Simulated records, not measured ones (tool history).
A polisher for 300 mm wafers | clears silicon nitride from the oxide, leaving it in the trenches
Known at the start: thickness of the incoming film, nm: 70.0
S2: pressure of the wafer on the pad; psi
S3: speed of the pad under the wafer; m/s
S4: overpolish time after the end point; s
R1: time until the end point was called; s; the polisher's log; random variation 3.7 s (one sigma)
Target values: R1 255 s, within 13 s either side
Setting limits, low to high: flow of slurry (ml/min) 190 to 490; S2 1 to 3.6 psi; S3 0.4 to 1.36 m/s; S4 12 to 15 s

run 1 hour=0 | flow_of_slurry_(ml/min)=315 S2=2.3 S3=0.88 S4=15 | R1=117.08
run 2 hour=6.7 | flow_of_slurry_(ml/min)=315 S2=2.3 S3=1 S4=15 | R1=107.61
run 3 hour=14.3 | flow_of_slurry_(ml/min)=315 S2=1.7 S3=1 S4=15 | R1=131.65
run 4 hour=19 | flow_of_slurry_(ml/min)=310 S2=1.5 S3=0.9 S4=15 | R1=157.09
run 5 hour=23.6 | flow_of_slurry_(ml/min)=310 S2=1.5 S3=0.68 S4=15 | R1=212.39
run 6 hour=29.5 | flow_of_slurry_(ml/min)=340 S2=1.5 S3=0.68 S4=15 | R1=207.79
run 7 hour=31 | flow_of_slurry_(ml/min)=340 S2=1.4 S3=0.68 S4=15 | R1=222.73
run 8 hour=34 | flow_of_slurry_(ml/min)=340 S2=1.3 S3=0.68 S4=15 | R1=218.45
run 9 hour=36.2 | flow_of_slurry_(ml/min)=335 S2=1.2 S3=0.68 S4=15 | R1=233.2

Which single option among these 5 for the next run brings every result within its allowed miss of target? Just one does.
run A hour=38.4 | flow_of_slurry_(ml/min)=465 S2=1.4 S3=0.66 S4=15 | R1=?
run B hour=38.4 | flow_of_slurry_(ml/min)=305 S2=2.2 S3=0.48 S4=15 | R1=?
run C hour=38.4 | flow_of_slurry_(ml/min)=365 S2=1.2 S3=0.7 S4=15 | R1=?
run D hour=38.4 | flow_of_slurry_(ml/min)=350 S2=1 S3=0.8 S4=15 | R1=?
run E hour=38.4 | flow_of_slurry_(ml/min)=375 S2=1.1 S3=0.66 S4=15 | R1=?

move=A R1=218.95
move=B R1=224.47
move=C R1=230.81
move=D R1=225.82
move=E R1=256.47
A: the biggest miss grows against the last run
B: the biggest miss grows against the last run
C: the biggest miss grows against the last run
D: the biggest miss grows against the last run
E: all results land within tolerance of their targets
So the answer is move E, the one that meets all the targets.
